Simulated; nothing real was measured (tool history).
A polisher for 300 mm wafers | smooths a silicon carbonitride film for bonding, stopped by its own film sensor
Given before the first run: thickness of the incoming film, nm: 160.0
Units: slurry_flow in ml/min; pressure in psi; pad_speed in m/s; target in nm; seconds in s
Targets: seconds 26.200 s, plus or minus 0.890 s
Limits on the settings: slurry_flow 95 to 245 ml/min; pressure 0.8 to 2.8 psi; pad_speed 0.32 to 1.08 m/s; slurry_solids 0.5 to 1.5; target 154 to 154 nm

run	day	slurry_flow	pressure	pad_speed	slurry_solids	target	seconds
1	0.000	155	1.8	0.70	1.0	154	29.945
2	0.296	160	1.9	0.70	1.0	154	28.044
3	0.546	160	1.9	0.84	1.0	154	24.338
4	0.917	160	1.9	0.84	1.0	154	24.687
5	1.142	160	1.9	0.84	1.0	154	24.196
6	1.167	160	1.9	0.84	1.0	154	24.573
7	1.371	155	1.9	0.84	1.0	154	24.572
8	1.704	150	1.9	0.84	1.0	154	24.984
9	1.788	145	1.9	0.84	1.0	154	25.089
10	2.133	140	1.9	0.84	1.0	154	24.904

Pick the move, out of 4, that brings all results within their allowed miss; only one does.
A	2.479	140	2.0	0.72	1.1	154	?
B	2.479	125	2.1	0.78	1.1	154	?
C	2.479	135	2.2	0.78	0.9	154	?
D	2.479	130	1.8	0.88	1.2	154	?

move	seconds
A	25.917
B	23.835
C	24.918
D	23.706
A: every result within its allowed miss
B: misses by more than the last run did
C: no nearer and no further than the last run
D: misses by more than the last run did
A is the move that brings every result within its allowed miss.
